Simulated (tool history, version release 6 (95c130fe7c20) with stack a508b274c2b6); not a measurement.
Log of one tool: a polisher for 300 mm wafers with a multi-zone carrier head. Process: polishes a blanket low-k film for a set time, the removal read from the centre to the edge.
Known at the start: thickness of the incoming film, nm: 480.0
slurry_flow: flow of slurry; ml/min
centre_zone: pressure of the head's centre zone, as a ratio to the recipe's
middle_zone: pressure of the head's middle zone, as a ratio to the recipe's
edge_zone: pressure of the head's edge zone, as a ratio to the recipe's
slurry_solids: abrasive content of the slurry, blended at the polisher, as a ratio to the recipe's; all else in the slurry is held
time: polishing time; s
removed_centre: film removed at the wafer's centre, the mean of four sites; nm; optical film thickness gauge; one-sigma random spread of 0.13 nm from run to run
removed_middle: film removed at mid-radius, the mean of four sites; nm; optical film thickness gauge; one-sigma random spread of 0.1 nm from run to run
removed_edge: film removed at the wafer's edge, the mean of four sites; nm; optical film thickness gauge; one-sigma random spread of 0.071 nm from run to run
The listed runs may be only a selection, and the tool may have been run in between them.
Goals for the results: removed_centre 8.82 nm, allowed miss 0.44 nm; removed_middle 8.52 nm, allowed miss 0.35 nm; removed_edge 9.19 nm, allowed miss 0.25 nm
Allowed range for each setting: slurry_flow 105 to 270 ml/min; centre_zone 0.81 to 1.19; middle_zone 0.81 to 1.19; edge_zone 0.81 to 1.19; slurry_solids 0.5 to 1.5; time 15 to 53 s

run,day,slurry_flow,centre_zone,middle_zone,edge_zone,slurry_solids,time,removed_centre,removed_middle,removed_edge
1,0,175,1,1,1,1,34,6.8721,6.866,6.9937
2,0.275,175,1,1,1,1,31,6.1704,6.1408,6.3902
3,0.546,175,1,1,1,1,39,7.6852,7.9093,7.9893
4,0.767,175,1,1,1,1,45,9.3483,9.1834,9.3838
5,1.025,170,0.99,0.99,1,1,45,8.848,9.0576,9.3935
# day 1.292: worn pad replaced by a new one
6,1.292,170,1,0.98,1,1,45,10.231,10.195,10.472
7,1.5,185,1,0.98,1.02,0.95,45,9.9189,9.9461,10.209
8,1.871,190,0.96,0.88,0.97,0.75,45,8.4088,7.7292,8.4318
9,2.012,200,0.96,0.89,0.99,0.75,45,8.2344,7.7732,8.5409

5 candidate next runs follow, results not yet known. Just one meets every target within its allowed miss. Identify it.
A,2.154,220,0.88,0.82,0.98,0.75,48,?,?,?
B,2.154,195,0.83,0.94,1.06,0.8,44,?,?,?
C,2.154,225,0.95,1.04,0.88,0.7,50,?,?,?
D,2.154,195,0.91,1.01,0.95,0.75,47,?,?,?
E,2.154,200,0.91,0.89,0.93,0.7,52,?,?,?

move,removed_centre,removed_middle,removed_edge
A,8.4923,7.7034,9.3111
B,7.7265,8.1773,9.194
C,8.8666,9.2719,8.7136
D,8.3814,8.8348,8.8612
E,8.7922,8.3408,9.2144
A: meets the target for the result that was furthest off, but another lies outside its allowed miss
B: meets the target for the result that was furthest off, but another lies outside its allowed miss
C: an improvement on the last run, though not all results are within tolerance
D: an improvement on the last run, though not all results are within tolerance
E: meets every target
E meets every target.

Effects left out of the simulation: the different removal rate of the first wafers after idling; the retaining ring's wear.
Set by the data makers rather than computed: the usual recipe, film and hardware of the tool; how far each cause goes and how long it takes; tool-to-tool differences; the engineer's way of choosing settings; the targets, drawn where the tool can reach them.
